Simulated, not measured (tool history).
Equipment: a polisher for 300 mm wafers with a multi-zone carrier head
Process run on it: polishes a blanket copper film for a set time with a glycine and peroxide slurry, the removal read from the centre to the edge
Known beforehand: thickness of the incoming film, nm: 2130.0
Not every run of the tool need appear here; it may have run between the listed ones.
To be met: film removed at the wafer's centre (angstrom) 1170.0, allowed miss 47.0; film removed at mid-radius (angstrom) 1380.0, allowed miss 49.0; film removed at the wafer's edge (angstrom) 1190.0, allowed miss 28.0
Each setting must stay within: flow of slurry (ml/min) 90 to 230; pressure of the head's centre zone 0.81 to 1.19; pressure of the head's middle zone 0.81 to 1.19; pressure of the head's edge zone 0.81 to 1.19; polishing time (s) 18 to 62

run,hour,flow of slurry (ml/min),pressure of the head's centre zone,pressure of the head's middle zone,pressure of the head's edge zone,polishing time (s),film removed at the wafer's centre (angstrom),film removed at mid-radius (angstrom),film removed at the wafer's edge (angstrom)
1,0.0,150,1.00,1.00,1.00,40,1410.8,1408.4,1428.1
2,4.2,175,1.00,1.00,1.00,40,1426.7,1461.1,1444.2
3,12.2,175,1.00,1.00,1.00,33,1193.3,1176.6,1202.3
4,20.1,145,1.00,1.00,1.00,33,1132.6,1173.0,1184.9
5,29.0,145,1.00,1.04,1.00,33,1159.7,1204.6,1175.1
6,31.5,150,0.98,1.09,1.01,33,1132.8,1257.3,1196.4
7,37.6,150,0.98,1.09,1.01,33,1135.9,1257.7,1172.3
8,44.4,155,0.98,1.12,1.02,33,1136.4,1292.3,1194.6

Next run, 5 choices. One meets every target within its allowed miss, the rest don't. Which?
A,51.2,145,1.00,1.15,0.98,32,?,?,?
B,51.2,125,1.01,1.19,1.00,34,?,?,?
C,51.2,135,1.00,1.15,1.05,32,?,?,?
D,51.2,145,0.98,1.06,1.09,32,?,?,?
E,51.2,140,0.98,1.09,1.05,34,?,?,?

move,film removed at the wafer's centre (angstrom),film removed at mid-radius (angstrom),film removed at the wafer's edge (angstrom)
A,1137.6,1281.2,1126.9
B,1197.8,1378.2,1193.8
C,1127.1,1270.6,1158.6
D,1114.0,1194.7,1188.7
E,1178.5,1294.9,1235.6
A: moves away from the targets compared with the last run
B: every result within its allowed miss
C: moves away from the targets compared with the last run
D: moves away from the targets compared with the last run
E: just as far off the targets as the last run
B is the move that brings every result within its allowed miss.

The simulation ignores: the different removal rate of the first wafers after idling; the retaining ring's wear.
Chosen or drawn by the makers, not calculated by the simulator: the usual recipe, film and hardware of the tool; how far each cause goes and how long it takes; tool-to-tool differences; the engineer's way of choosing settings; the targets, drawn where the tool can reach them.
